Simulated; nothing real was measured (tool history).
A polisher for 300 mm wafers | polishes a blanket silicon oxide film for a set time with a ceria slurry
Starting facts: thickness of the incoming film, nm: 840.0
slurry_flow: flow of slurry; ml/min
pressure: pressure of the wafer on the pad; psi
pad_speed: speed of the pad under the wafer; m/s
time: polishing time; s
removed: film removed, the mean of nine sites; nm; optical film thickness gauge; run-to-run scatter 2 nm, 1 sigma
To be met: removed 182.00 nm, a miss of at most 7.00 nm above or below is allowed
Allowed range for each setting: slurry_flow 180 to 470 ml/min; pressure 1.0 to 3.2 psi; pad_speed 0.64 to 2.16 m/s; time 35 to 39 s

run,hour,slurry_flow,pressure,pad_speed,time,removed
1,0.0,300,2.1,1.40,39,151.67
2,1.4,300,2.1,1.40,39,150.35
3,4.2,300,2.1,1.52,39,161.02
4,8.9,300,1.7,1.52,39,139.94
5,13.5,300,1.2,1.52,39,112.52
6,20.3,300,1.0,1.52,39,103.30
7,21.2,300,1.6,1.58,39,143.22
8,27.2,300,1.8,1.58,39,148.98
9,29.0,300,2.0,1.58,39,163.72

Which single option among these 5 for the next run brings every result within its allowed miss of target? Just one does.
A,30.8,310,1.9,1.58,38,?
B,30.8,235,2.7,1.50,38,?
C,30.8,270,2.4,1.20,39,?
D,30.8,265,2.1,1.44,39,?
E,30.8,310,1.9,1.64,36,?

move,removed
A,153.11
B,183.51
C,147.59
D,153.98
E,149.47
A: misses by more than the last run did
B: all results in spec
C: misses by more than the last run did
D: misses by more than the last run did
E: misses by more than the last run did
B is the move that brings every result within its allowed miss.
